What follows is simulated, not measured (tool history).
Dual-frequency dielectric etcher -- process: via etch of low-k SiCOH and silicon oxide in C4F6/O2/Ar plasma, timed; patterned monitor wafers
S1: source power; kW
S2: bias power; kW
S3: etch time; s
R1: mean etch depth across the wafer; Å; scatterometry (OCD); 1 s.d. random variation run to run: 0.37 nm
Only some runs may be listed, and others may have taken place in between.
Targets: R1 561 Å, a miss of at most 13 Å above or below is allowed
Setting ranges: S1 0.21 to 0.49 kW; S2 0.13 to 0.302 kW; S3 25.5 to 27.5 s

{"run": 1, "hour": 0.0, "S1": 0.35, "S2": 0.216, "S3": 27.5, "R1": 684.56}
{"run": 2, "hour": 8.3, "S1": 0.35, "S2": 0.19, "S3": 27.5, "R1": 658.59}
{"run": 3, "hour": 9.6, "S1": 0.35, "S2": 0.224, "S3": 27.5, "R1": 695.78}
{"run": 4, "hour": 12.6, "S1": 0.35, "S2": 0.255, "S3": 27.5, "R1": 713.27}
{"run": 5, "hour": 17.0, "S1": 0.33, "S2": 0.244, "S3": 27, "R1": 670.69}
{"run": 6, "hour": 24.2, "S1": 0.31, "S2": 0.242, "S3": 27, "R1": 652.14}
{"run": 7, "hour": 31.8, "S1": 0.29, "S2": 0.24, "S3": 27, "R1": 621.38}
{"run": 8, "hour": 40.5, "S1": 0.28, "S2": 0.239, "S3": 27, "R1": 607.53}
{"run": 9, "hour": 48.6, "S1": 0.27, "S2": 0.238, "S3": 27, "R1": 600.42}
{"run": 10, "hour": 56.0, "S1": 0.26, "S2": 0.237, "S3": 27, "R1": 577.35}

Which single option among these 4 for the next run brings every result within its allowed miss of target? Just one does.
{"run": "A", "hour": 63.4, "S1": 0.29, "S2": 0.202, "S3": 27, "R1": "?"}
{"run": "B", "hour": 63.4, "S1": 0.26, "S2": 0.236, "S3": 27.5, "R1": "?"}
{"run": "C", "hour": 63.4, "S1": 0.27, "S2": 0.249, "S3": 27, "R1": "?"}
{"run": "D", "hour": 63.4, "S1": 0.23, "S2": 0.254, "S3": 27.5, "R1": "?"}

move=A R1=583.02
move=B R1=581.98
move=C R1=595.13
move=D R1=549.08
A: misses by more than the last run did
B: misses by more than the last run did
C: misses by more than the last run did
D: every result within its allowed miss
The move that meets every target is D.
